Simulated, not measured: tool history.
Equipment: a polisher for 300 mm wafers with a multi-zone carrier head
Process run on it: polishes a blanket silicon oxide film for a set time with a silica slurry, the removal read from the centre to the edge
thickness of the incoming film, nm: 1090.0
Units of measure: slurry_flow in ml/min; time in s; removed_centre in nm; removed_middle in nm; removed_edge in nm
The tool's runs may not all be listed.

run  hour  slurry_flow  centre_zone  middle_zone  edge_zone  slurry_solids  time  removed_centre  removed_middle  removed_edge
  1   0.0          200         1.00         1.00       1.00           1.00    80          231.55          232.11        225.75
  2   7.6          200         1.00         0.92       1.00           1.00    80          227.26          217.22        221.90
  3  11.8          205         1.01         0.96       1.02           1.10    82          260.14          246.84        244.21
  4  19.0          205         1.01         0.96       1.02           1.10   100          307.77          301.35        303.96
  5  25.6          230         1.01         0.96       1.02           1.10   100          315.26          304.21        300.38
  6  33.0          225         1.02         0.99       1.04           1.10   100          320.18          309.25        304.18
     38.2  -- edge zone pressure recalibrated
  7  38.2          220         1.02         1.01       1.05           1.15   100          325.05          315.69        335.84
  8  47.0          230         1.02         1.03       1.03           1.15   100          323.55          329.23        327.43
  9  51.5          235         1.04         1.04       1.03           1.15   100          336.09          323.11        329.59
 10  60.2          245         1.04         1.05       1.01           1.15   100          338.59          328.99        321.67
 11  60.8          250         1.04         1.07       1.01           1.15   100          334.13          337.04        333.50
 12  63.7          255         1.05         1.08       1.00           1.15   100          342.44          335.95        323.86
 13  69.0          260         1.05         1.09       1.00           1.15   100          337.77          337.86        327.18
 14  77.9          260         1.06         1.10       0.99           1.15   100          341.82          343.38        332.39

Estimate the outcome of run 15 from the log above:
 15  81.0          265         1.07         1.11       0.98           1.15   100               ?               ?             ?

removed_centre: 351.33 nm
removed_middle: 346.78 nm
removed_edge: 326.03 nm

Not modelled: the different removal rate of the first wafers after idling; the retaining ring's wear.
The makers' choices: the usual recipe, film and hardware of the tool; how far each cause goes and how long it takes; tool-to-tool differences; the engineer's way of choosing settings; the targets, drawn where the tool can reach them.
